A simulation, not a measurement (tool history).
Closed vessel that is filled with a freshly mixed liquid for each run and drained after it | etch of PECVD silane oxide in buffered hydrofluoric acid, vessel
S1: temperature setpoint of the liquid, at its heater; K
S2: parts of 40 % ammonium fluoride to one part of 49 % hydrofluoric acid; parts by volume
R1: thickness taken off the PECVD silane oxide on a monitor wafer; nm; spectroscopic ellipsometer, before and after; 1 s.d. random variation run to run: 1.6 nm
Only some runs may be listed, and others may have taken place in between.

{"run": 1, "hour": 0.0, "S1": 296.15, "S2": 16, "time in the liquid (s)": 100, "R1": 139.9}
{"run": 2, "hour": 0.8, "S1": 296.15, "S2": 20, "time in the liquid (s)": 100, "R1": 112.02}
{"run": 3, "hour": 6.9, "S1": 296.15, "S2": 20, "time in the liquid (s)": 100, "R1": 114.58}
{"run": 4, "hour": 10.7, "S1": 297.15, "S2": 20, "time in the liquid (s)": 100, "R1": 117.93}
{"run": 5, "hour": 18.1, "S1": 297.65, "S2": 19.5, "time in the liquid (s)": 100, "R1": 127.75}
{"run": 6, "hour": 23.7, "S1": 296.15, "S2": 19.5, "time in the liquid (s)": 100, "R1": 116.47}
{"run": 7, "hour": 26.3, "S1": 297.15, "S2": 19.5, "time in the liquid (s)": 100, "R1": 123.15}
{"run": 8, "hour": 30.2, "S1": 297.65, "S2": 19.5, "time in the liquid (s)": 100, "R1": 124.85}

For run 9, what comes out?
{"run": 9, "hour": 34.0, "S1": 301.65, "S2": 17.5, "time in the liquid (s)": 100, "R1": "?"}

Run 9 yielded R1 175.81 nm.
